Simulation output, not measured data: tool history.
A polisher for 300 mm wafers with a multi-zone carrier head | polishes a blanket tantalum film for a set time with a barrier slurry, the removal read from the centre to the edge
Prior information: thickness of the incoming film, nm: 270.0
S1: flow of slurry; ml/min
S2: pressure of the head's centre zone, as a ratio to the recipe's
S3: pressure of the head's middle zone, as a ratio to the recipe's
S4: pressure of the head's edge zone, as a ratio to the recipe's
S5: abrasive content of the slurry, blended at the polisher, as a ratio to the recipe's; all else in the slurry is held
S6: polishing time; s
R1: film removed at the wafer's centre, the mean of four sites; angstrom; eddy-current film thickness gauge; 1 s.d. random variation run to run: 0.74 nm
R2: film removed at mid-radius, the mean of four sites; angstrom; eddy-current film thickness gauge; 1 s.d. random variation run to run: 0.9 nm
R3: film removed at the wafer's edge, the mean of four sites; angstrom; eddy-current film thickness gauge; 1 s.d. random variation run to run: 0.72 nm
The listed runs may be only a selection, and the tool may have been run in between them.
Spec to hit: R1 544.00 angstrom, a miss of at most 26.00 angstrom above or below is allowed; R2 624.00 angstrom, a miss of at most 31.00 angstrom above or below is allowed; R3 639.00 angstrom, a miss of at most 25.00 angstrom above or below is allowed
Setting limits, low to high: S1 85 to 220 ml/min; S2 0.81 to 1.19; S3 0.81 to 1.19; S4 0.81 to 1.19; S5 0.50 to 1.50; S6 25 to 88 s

run  hour   S1    S2    S3    S4    S5  S6      R1      R2      R3
  1   0.0  140  1.00  1.00  1.00  1.00  56  546.08  535.34  518.35
  2   3.7  140  1.00  1.00  1.00  1.00  48  467.95  458.49  442.08
  3   7.5  140  1.07  1.00  1.00  1.00  48  495.87  463.24  442.76
  4   8.8  140  1.03  1.01  1.04  1.10  49  507.13  483.35  479.99
  5   9.8  110  1.03  1.01  1.04  1.10  49  469.77  477.22  446.49
  6  10.3  110  1.03  1.01  0.96  1.10  49  473.38  457.62  439.74
     17.3  -- edge zone pressure recalibrated
  7  17.3  130  0.93  0.91  1.06  1.35  63  613.49  608.12  677.86
  8  23.3  125  0.92  0.92  1.06  1.35  63  587.48  590.76  641.97

Which single option among these 4 for the next run brings every result within its allowed miss of target? Just one does.
  A  29.3  135  1.04  1.00  1.02  1.20  62   ?   ?   ?
  B  29.3  130  0.96  1.01  1.00  1.40  64   ?   ?   ?
  C  29.3  120  0.84  0.97  0.98  1.25  65   ?   ?   ?
  D  29.3  120  0.95  0.92  1.00  1.50  65   ?   ?   ?

move      R1      R2      R3
   A  672.64  604.37  625.47
   B  658.96  647.53  659.54
   C  557.33  606.69  636.97
   D  656.64  605.06  671.35
A: misses by more than the last run did
B: misses by more than the last run did
C: every result lands within tolerance
D: misses by more than the last run did
C is the move that brings every result within its allowed miss.
